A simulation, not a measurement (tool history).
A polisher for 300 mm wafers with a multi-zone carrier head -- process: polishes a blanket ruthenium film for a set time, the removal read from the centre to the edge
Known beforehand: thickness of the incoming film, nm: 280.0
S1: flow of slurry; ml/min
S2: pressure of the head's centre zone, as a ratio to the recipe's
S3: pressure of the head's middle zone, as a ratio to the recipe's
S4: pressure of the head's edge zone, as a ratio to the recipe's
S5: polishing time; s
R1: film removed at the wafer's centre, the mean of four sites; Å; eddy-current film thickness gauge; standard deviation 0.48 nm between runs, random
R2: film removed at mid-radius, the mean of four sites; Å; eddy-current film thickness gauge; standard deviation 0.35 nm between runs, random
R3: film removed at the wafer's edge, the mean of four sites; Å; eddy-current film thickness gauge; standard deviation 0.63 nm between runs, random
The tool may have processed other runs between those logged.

run  hour   S1    S2    S3    S4  S5      R1      R2      R3
  1     0  135     1     1     1  51  530.51  537.87  546.41
  2   7.5  135     1     1  0.94  51  527.08  528.95  523.16
  3  15.3  135     1  1.08  0.94  51  534.12  569.88  508.89
  4  22.8  135  0.94  1.08  0.94  51  509.26  563.64  524.97
  5  30.8  135  0.91  1.08  0.94  51     498   573.3   522.2
  6  32.2  130  0.93  1.06  0.92  51  500.01  559.82  509.31

The next listed run, before its measurement:
  7  37.5  95  1.03  0.96  0.88  50   ?   ?   ?

{"run 7": {"R1": 476.89, "R2": 456.18, "R3": 458.93}}

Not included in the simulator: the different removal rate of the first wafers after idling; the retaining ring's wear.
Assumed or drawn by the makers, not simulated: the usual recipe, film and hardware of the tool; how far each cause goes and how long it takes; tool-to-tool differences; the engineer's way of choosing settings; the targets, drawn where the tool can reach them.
